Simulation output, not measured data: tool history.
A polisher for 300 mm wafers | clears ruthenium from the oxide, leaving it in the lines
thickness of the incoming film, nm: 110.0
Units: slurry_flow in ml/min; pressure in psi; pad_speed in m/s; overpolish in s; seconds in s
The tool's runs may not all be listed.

run 1 hour=0 | slurry_flow=230 pressure=1.4 pad_speed=1.06 overpolish=5 | seconds=149.15
run 2 hour=0.9 | slurry_flow=280 pressure=1.4 pad_speed=1.06 overpolish=5 | seconds=143.46
run 3 hour=8.1 | slurry_flow=275 pressure=1.2 pad_speed=1.04 overpolish=5 | seconds=174.06
run 4 hour=11.3 | slurry_flow=275 pressure=1.2 pad_speed=1.18 overpolish=5 | seconds=151.35
run 5 hour=15.6 | slurry_flow=275 pressure=1.2 pad_speed=1.06 overpolish=5 | seconds=170.57
run 6 hour=17.7 | slurry_flow=275 pressure=1.2 pad_speed=0.86 overpolish=5 | seconds=207.35

Forecast run 7:
run 7 hour=20.2 | slurry_flow=275 pressure=1.1 pad_speed=0.86 overpolish=5 | seconds=?

{"run 7": {"seconds": 226.43}}

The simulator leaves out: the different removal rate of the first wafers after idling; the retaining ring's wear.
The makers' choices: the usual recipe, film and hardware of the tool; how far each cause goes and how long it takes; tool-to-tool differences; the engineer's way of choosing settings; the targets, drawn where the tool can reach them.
